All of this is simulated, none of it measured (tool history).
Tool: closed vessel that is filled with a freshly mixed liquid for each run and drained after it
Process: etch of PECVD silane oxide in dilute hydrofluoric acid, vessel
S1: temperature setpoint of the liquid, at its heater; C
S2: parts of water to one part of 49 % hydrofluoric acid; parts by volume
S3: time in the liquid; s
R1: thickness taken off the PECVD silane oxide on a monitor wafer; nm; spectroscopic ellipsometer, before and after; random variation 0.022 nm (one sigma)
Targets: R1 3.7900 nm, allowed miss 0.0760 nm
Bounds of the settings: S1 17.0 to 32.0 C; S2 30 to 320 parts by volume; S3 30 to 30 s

run  hour    S1   S2  S3      R1
  1   0.0  24.0  175  30  4.6624
  2   4.1  23.0  175  30  4.5212
  3   5.5  23.0  175  30  4.5359
  4   8.2  22.0  175  30  4.3468
  5  15.9  22.0  135  30  5.8058
  6  16.6  22.0   90  30  9.2183
  7  21.3  21.0  105  30  7.4932
  8  26.0  20.5  115  30  6.6363
  9  34.0  20.0  125  30  5.9343
 10  35.2  19.5  130  30  5.5925
 11  39.4  19.0  135  30  5.2273
 12  45.6  18.5  140  30  4.9024

5 next moves are on the table. One of them brings every result within its allowed miss. Which?
  A  51.8  18.0  160  30   ?
  B  51.8  18.0   95  30   ?
  C  51.8  18.5  105  30   ?
  D  51.8  19.5  170  30   ?
  E  51.8  17.5  170  30   ?

move      R1
   A  4.1470
   B  7.4651
   C  6.8231
   D  4.1031
   E  3.7882
A: nearer than the last run, and not there yet
B: further off than the last run
C: further off than the last run
D: nearer than the last run, and not there yet
E: meets every target
Answer: E
